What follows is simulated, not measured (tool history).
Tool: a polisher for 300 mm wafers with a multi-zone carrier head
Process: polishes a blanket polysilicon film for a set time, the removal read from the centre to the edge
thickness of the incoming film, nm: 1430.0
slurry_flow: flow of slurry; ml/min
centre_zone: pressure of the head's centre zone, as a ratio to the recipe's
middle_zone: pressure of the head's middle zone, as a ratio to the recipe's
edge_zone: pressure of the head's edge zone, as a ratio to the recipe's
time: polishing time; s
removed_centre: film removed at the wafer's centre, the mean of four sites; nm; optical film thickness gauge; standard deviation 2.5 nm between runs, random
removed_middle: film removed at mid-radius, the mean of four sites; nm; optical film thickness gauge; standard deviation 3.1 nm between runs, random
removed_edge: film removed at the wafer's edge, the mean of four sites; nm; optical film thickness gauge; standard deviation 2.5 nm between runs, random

run  hour  slurry_flow  centre_zone  middle_zone  edge_zone  time  removed_centre  removed_middle  removed_edge
  1   0.0          320         1.00         1.00       1.00    34          159.75          163.49        158.35
  2   1.5          245         1.00         1.00       1.00    34          156.18          157.87        153.96
  3   5.1          260         1.04         1.05       1.01    36          174.60          179.20        165.69
  4  11.0          260         1.04         1.12       1.01    36          171.01          190.82        168.89
  5  17.2          260         1.04         1.12       1.01    44          208.03          224.30        202.67
  6  25.1          265         1.07         1.13       0.99    44          216.20          227.50        203.11

Forecast run 7:
  7  31.4          265         1.09         1.14       0.97    44               ?               ?             ?

For run 7 the tool returned removed_centre 217.37 nm, removed_middle 236.69 nm, removed_edge 197.33 nm.

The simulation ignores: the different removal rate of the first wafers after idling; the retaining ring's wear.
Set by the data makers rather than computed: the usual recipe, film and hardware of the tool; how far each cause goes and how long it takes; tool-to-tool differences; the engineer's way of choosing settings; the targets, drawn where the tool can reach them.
